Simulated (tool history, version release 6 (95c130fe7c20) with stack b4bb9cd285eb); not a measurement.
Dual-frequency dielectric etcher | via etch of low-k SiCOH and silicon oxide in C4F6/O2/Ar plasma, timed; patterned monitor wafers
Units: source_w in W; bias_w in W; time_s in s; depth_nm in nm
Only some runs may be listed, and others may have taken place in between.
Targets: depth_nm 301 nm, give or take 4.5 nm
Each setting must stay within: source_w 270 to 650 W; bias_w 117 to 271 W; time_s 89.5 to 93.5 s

Run 1, hour 0: source_w 460 W, bias_w 194 W, time_s 89.5 s. Result: depth_nm 251.41 nm.
Run 2, hour 1.4: source_w 460 W, bias_w 211 W, time_s 89.5 s. Result: depth_nm 256.08 nm.
Run 3, hour 4.1: source_w 480 W, bias_w 212 W, time_s 89.5 s. Result: depth_nm 263.56 nm.
Run 4, hour 9.6: source_w 510 W, bias_w 212 W, time_s 89.5 s. Result: depth_nm 271.54 nm.
Run 5, hour 18.3: source_w 520 W, bias_w 213 W, time_s 89.5 s. Result: depth_nm 272.84 nm.
Run 6, hour 21.7: source_w 520 W, bias_w 200 W, time_s 89.5 s. Result: depth_nm 268.79 nm.
Run 7, hour 26.1: source_w 530 W, bias_w 201 W, time_s 89.5 s. Result: depth_nm 268.95 nm.
Run 8, hour 27.3: source_w 630 W, bias_w 224 W, time_s 90 s. Result: depth_nm 303.66 nm.
Run 9, hour 32.4: source_w 630 W, bias_w 224 W, time_s 90 s. Result: depth_nm 304.7 nm.

4 next moves are on the table. One of them brings every result within its allowed miss. Which?
Run A, hour 37.5: source_w 640 W, bias_w 209 W, time_s 93.5 s. Result: depth_nm ?.
Run B, hour 37.5: source_w 650 W, bias_w 209 W, time_s 89.5 s. Result: depth_nm ?.
Run C, hour 37.5: source_w 600 W, bias_w 222 W, time_s 93 s. Result: depth_nm ?.
Run D, hour 37.5: source_w 650 W, bias_w 231 W, time_s 90 s. Result: depth_nm ?.

move  depth_nm
   A    315.37
   B    304.06
   C    310.21
   D    315.57
A: its largest miss is bigger than the last run's
B: every result within its allowed miss
C: its largest miss is bigger than the last run's
D: its largest miss is bigger than the last run's
The move that meets every target is B.
